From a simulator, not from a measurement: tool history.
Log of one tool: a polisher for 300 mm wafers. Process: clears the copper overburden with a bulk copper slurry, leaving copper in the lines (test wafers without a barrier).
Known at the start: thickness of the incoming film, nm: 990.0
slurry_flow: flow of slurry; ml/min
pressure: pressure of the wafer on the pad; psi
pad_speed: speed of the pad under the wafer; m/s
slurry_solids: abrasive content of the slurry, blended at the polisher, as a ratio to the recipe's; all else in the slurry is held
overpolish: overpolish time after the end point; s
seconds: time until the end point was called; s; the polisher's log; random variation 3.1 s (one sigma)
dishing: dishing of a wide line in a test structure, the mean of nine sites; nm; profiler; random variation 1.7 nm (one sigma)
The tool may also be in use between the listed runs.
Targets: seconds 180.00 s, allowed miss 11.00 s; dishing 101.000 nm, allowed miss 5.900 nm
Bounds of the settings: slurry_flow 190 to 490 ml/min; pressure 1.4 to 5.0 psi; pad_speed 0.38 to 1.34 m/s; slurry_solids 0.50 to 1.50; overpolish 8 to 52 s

run  hour  slurry_flow  pressure  pad_speed  slurry_solids  overpolish  seconds  dishing
  1   0.0          315       3.2       0.86           1.00          26   130.43  105.790
  2   1.1          275       3.2       0.86           1.00          26   134.54  108.010
  3   8.2          275       3.5       0.86           1.00          26   127.19  110.400
  4  15.2          275       4.0       0.86           1.00          26   112.24  114.890
  5  23.4          275       4.3       0.86           1.00          26   110.11  126.120
  6  28.2          245       4.3       0.86           1.00          26   111.96  125.420
  7  28.7          240       3.4       0.80           1.00          33   133.75  121.670
  8  35.3          240       3.1       0.78           1.00          34   152.97  116.790
  9  36.9          240       2.6       0.76           1.00          32   167.68   99.836

Which of these 5 next moves meets every target?
  A  38.5          195       2.3       0.78           1.00          34        ?        ?
  B  38.5          230       2.6       0.70           1.05          28        ?        ?
  C  38.5          210       2.6       0.86           1.00          26        ?        ?
  D  38.5          195       2.8       0.80           1.15          29        ?        ?
  E  38.5          295       2.0       0.86           1.25          32        ?        ?

move  seconds  dishing
   A   180.63  101.130
   B   175.83   91.598
   C   156.13   94.405
   D   155.23  102.430
   E   163.94  102.130
A: meets every target
B: brings the result that was furthest off to its target, and leaves another outside
C: further off than the last run
D: further off than the last run
E: further off than the last run
Move A is the one to make.
